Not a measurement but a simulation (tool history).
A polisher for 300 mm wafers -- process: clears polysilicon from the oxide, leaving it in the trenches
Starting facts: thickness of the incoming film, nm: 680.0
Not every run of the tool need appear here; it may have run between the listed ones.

| run | hour | flow of slurry (ml/min) | pressure of the wafer on the pad (kPa) | speed of the pad under the wafer (m/s) | overpolish time after the end point (s) | time until the end point was called (s) | dishing of a wide line in a test structure (Å) |
|---|---|---|---|---|---|---|---|
| 1 | 0 | 270 | 19.3 | 0.84 | 9 | 47.689 | 406.05 |
| 2 | 8.8 | 270 | 19.3 | 0.84 | 8 | 49.053 | 404.35 |
| 3 | 17.1 | 270 | 19.3 | 0.84 | 7 | 47.959 | 377.92 |
| 4 | 21.4 | 270 | 15.2 | 0.84 | 7 | 58.674 | 373 |
| 5 | 23.2 | 225 | 15.2 | 0.84 | 7 | 59.857 | 366.67 |
| 6 | 32.1 | 215 | 15.9 | 0.86 | 6 | 56.882 | 351.74 |
| 7 | 34.2 | 210 | 16.5 | 0.88 | 6 | 54.112 | 351.18 |

Run 8 has not been measured yet. What should we expect?
| 8 | 40.7 | 205 | 16.5 | 0.9 | 6 | ? | ? |

time until the end point was called (s): 53.663
dishing of a wide line in a test structure (Å): 361.54
